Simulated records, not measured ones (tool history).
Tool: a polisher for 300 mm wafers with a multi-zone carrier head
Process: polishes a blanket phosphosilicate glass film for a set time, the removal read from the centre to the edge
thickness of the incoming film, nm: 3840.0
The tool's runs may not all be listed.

run  hour  flow of slurry (ml/min)  pressure of the head's centre zone  pressure of the head's middle zone  pressure of the head's edge zone  abrasive content of the slurry  polishing time (s)  film removed at the wafer's centre (Å)  film removed at mid-radius (Å)  film removed at the wafer's edge (Å)
  1   0.0                      320                                1.00                                1.00                              1.00                            1.00                  58                                  5710.5                          5518.1                                5765.6
  2   5.7                      320                                1.00                                1.00                              1.00                            1.00                  67                                  6587.9                          6575.3                                6641.6
  3   9.3                      320                                1.00                                1.00                              1.00                            0.90                  67                                  6127.0                          6118.8                                6327.3
  4  18.3                      290                                0.96                                0.98                              0.95                            0.80                  57                                  4526.6                          4554.0                                4777.2
  5  22.3                      285                                0.94                                0.98                              0.92                            0.75                  50                                  3670.9                          3723.9                                3829.2
  6  26.7                      285                                0.92                                0.97                              0.90                            0.70                  46                                  3042.1                          3216.2                                3231.7
  7  35.0                      285                                0.91                                0.94                              0.88                            0.65                  44                                  2680.7                          2797.8                                2794.3
  8  40.3                      275                                0.89                                0.91                              0.87                            0.65                  44                                  2594.2                          2791.7                                2847.2
  9  42.0                      275                                0.89                                0.89                              0.86                            0.60                  43                                  2313.4                          2371.8                                2505.8
 10  44.7                      290                                0.88                                0.88                              0.85                            0.60                  43                                  2269.0                          2416.8                                2472.4
 11  48.1                      270                                0.86                                0.81                              0.82                            0.50                  38                                  1482.1                          1566.4                                1634.3

Run 12 comes next. What will it give?
 12  56.1                      310                                0.87                                0.82                              0.84                            0.50                  37                                       ?                               ?                                     ?

{"run 12": {"film removed at the wafer's centre (Å)": 1500.4, "film removed at mid-radius (Å)": 1506.7, "film removed at the wafer's edge (Å)": 1629.3}}
